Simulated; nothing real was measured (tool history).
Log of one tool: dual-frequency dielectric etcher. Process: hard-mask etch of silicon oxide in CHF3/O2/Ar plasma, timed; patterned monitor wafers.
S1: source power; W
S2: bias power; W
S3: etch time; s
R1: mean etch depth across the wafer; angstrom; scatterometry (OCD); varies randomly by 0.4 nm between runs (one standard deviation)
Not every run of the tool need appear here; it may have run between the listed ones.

{"run": 1, "hour": 0.0, "S1": 490, "S2": 184, "S3": 39.5, "R1": 790.41}
{"run": 2, "hour": 6.7, "S1": 470, "S2": 182, "S3": 39.5, "R1": 782.89}
{"run": 3, "hour": 9.9, "S1": 470, "S2": 205, "S3": 39.5, "R1": 805.38}
{"run": 4, "hour": 11.1, "S1": 470, "S2": 205, "S3": 41.0, "R1": 837.02}
{"run": 5, "hour": 17.5, "S1": 470, "S2": 205, "S3": 41.0, "R1": 840.43}
{"run": 6, "hour": 25.0, "S1": 420, "S2": 205, "S3": 41.0, "R1": 797.6}
{"run": 7, "hour": 31.4, "S1": 410, "S2": 202, "S3": 41.0, "R1": 783.96}

Forecast run 8:
{"run": 8, "hour": 34.4, "S1": 400, "S2": 200, "S3": 41.0, "R1": "?"}

{"run 8": {"R1": 764.51}}
